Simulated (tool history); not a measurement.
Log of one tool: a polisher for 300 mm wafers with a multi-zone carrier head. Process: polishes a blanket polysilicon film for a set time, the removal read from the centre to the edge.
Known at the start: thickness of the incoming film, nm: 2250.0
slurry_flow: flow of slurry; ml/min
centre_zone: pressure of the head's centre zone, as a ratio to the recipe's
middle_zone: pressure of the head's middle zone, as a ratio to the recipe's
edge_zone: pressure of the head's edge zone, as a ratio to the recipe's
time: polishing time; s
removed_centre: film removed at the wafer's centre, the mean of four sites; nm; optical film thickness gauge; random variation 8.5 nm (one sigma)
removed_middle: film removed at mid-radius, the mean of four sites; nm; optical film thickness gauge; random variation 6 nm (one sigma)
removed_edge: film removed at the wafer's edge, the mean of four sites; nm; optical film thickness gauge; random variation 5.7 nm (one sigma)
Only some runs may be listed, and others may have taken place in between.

Run 1, hour 0: slurry_flow 150 ml/min, centre_zone 1, middle_zone 1, edge_zone 1, time 77 s. Result: removed_centre 516.17 nm, removed_middle 504.6 nm, removed_edge 517.69 nm.
Run 2, hour 1: slurry_flow 150 ml/min, centre_zone 1, middle_zone 1.06, edge_zone 1, time 77 s. Result: removed_centre 515.08 nm, removed_middle 516.65 nm, removed_edge 519.18 nm.
Run 3, hour 4.7: slurry_flow 170 ml/min, centre_zone 1, middle_zone 1.06, edge_zone 1, time 77 s. Result: removed_centre 518.56 nm, removed_middle 534.4 nm, removed_edge 520.79 nm.
Run 4, hour 7.8: slurry_flow 170 ml/min, centre_zone 1, middle_zone 1.06, edge_zone 1, time 95 s. Result: removed_centre 642.97 nm, removed_middle 658.99 nm, removed_edge 636.53 nm.
Run 5, hour 10.1: slurry_flow 170 ml/min, centre_zone 1, middle_zone 1.06, edge_zone 1, time 110 s. Result: removed_centre 759.28 nm, removed_middle 762.82 nm, removed_edge 748.01 nm.
Run 6, hour 16: slurry_flow 170 ml/min, centre_zone 0.97, middle_zone 1.06, edge_zone 1, time 110 s. Result: removed_centre 725.65 nm, removed_middle 760.02 nm, removed_edge 732.06 nm.
Run 7, hour 23.1: slurry_flow 165 ml/min, centre_zone 0.98, middle_zone 1.02, edge_zone 0.97, time 107 s. Result: removed_centre 721.89 nm, removed_middle 724.59 nm, removed_edge 718.53 nm.
Run 8, hour 26.3: slurry_flow 165 ml/min, centre_zone 0.98, middle_zone 1.02, edge_zone 0.97, time 107 s. Result: removed_centre 720.1 nm, removed_middle 709.34 nm, removed_edge 710.54 nm.
Run 9, hour 30.5: slurry_flow 165 ml/min, centre_zone 0.99, middle_zone 1, edge_zone 0.95, time 105 s. Result: removed_centre 714.13 nm, removed_middle 704.82 nm, removed_edge 686.73 nm.
Run 10, hour 36: slurry_flow 160 ml/min, centre_zone 1, middle_zone 0.97, edge_zone 0.94, time 103 s. Result: removed_centre 687.91 nm, removed_middle 658.02 nm, removed_edge 661.02 nm.
Run 11, hour 41.5: slurry_flow 160 ml/min, centre_zone 1, middle_zone 0.97, edge_zone 0.94, time 103 s. Result: removed_centre 693.3 nm, removed_middle 657.64 nm, removed_edge 673.37 nm.
Run 12, hour 48.1: slurry_flow 155 ml/min, centre_zone 1.02, middle_zone 0.95, edge_zone 0.92, time 102 s. Result: removed_centre 693.88 nm, removed_middle 641.15 nm, removed_edge 654.1 nm.
Run 13, hour 53.5: slurry_flow 150 ml/min, centre_zone 1.03, middle_zone 0.93, edge_zone 0.91, time 101 s. Result: removed_centre 699.48 nm, removed_middle 607.48 nm, removed_edge 638.45 nm.
Run 14, hour 58.6: slurry_flow 145 ml/min, centre_zone 1.03, middle_zone 0.92, edge_zone 0.9, time 101 s. Result: removed_centre 696.43 nm, removed_middle 606.92 nm, removed_edge 636.07 nm.

Run 15 comes next. What will it give?
Run 15, hour 60: slurry_flow 140 ml/min, centre_zone 1.03, middle_zone 0.91, edge_zone 0.89, time 101 s. Result: removed_centre ?, removed_middle ?, removed_edge ?.

removed_centre: 668.34 nm
removed_middle: 602.73 nm
removed_edge: 637.16 nm
